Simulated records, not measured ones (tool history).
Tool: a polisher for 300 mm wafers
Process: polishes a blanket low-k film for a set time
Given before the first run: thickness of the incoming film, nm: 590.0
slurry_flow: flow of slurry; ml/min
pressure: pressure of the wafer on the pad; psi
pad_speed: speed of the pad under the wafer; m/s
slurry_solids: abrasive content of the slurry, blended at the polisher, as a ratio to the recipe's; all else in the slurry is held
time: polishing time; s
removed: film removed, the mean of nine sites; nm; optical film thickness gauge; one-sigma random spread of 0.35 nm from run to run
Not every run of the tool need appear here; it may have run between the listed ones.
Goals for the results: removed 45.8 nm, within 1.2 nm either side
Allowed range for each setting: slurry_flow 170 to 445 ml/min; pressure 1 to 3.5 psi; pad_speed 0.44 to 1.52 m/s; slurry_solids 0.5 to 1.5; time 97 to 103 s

run	day	slurry_flow	pressure	pad_speed	slurry_solids	time	removed
1	0	285	2.2	0.98	1	97	35.562
2	0.058	285	2.2	0.8	1	97	30.543
3	0.288	290	2.4	0.8	1	97	32.769
4	0.5	290	2.6	0.8	1	97	35.419
5	0.762	290	2.6	0.8	1	103	37.946
6	1.046	290	2.6	0.8	0.8	103	34.147
7	1.15	290	2.8	0.8	0.8	103	37.394
8	1.462	290	2.9	0.8	0.8	103	38.157
9	1.742	290	3	0.8	0.8	103	39.773
10	1.975	290	3.1	0.8	0.8	103	41.353
11	2.279	290	3.1	0.8	0.8	103	41.46
12	2.571	305	3.3	0.8	0.8	103	43.731

Next run, 5 choices. One meets every target within its allowed miss, the rest don't. Which?
A	2.862	295	3.5	0.82	0.65	103	?
B	2.862	260	3.5	0.7	0.85	101	?
C	2.862	280	3.4	0.78	1	98	?
D	2.862	300	3.2	0.84	0.8	99	?
E	2.862	300	3.4	0.76	0.85	100	?

move	removed
A	42.828
B	41.222
C	45.548
D	42.191
E	42.791
A: further off than the last run
B: further off than the last run
C: every result lands within tolerance
D: further off than the last run
E: further off than the last run
C is the move that brings every result within its allowed miss.

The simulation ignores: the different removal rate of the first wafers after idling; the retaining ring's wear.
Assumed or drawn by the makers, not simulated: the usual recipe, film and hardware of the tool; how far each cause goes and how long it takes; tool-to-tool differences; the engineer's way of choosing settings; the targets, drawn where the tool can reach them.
